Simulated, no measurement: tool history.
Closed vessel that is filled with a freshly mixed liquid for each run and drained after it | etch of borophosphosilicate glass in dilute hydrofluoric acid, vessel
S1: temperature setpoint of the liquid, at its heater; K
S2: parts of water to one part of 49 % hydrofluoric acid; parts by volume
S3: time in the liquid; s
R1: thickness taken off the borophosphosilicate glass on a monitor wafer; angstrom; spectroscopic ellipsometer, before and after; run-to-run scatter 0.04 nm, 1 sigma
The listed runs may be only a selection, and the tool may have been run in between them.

{"run": 1, "hour": 0.0, "S1": 299.15, "S2": 200, "S3": 85, "R1": 130.15}
{"run": 2, "hour": 1.5, "S1": 301.15, "S2": 200, "S3": 85, "R1": 139.98}
{"run": 3, "hour": 9.8, "S1": 299.15, "S2": 215, "S3": 85, "R1": 119.18}
{"run": 4, "hour": 15.8, "S1": 301.15, "S2": 215, "S3": 85, "R1": 128.51}
{"run": 5, "hour": 17.9, "S1": 304.65, "S2": 215, "S3": 85, "R1": 143.56}
{"run": 6, "hour": 20.7, "S1": 304.65, "S2": 175, "S3": 85, "R1": 189.0}

Predict the results of run 7:
{"run": 7, "hour": 21.2, "S1": 302.15, "S2": 195, "S3": 85, "R1": "?"}

Run 7 came out at R1 150.13 angstrom.
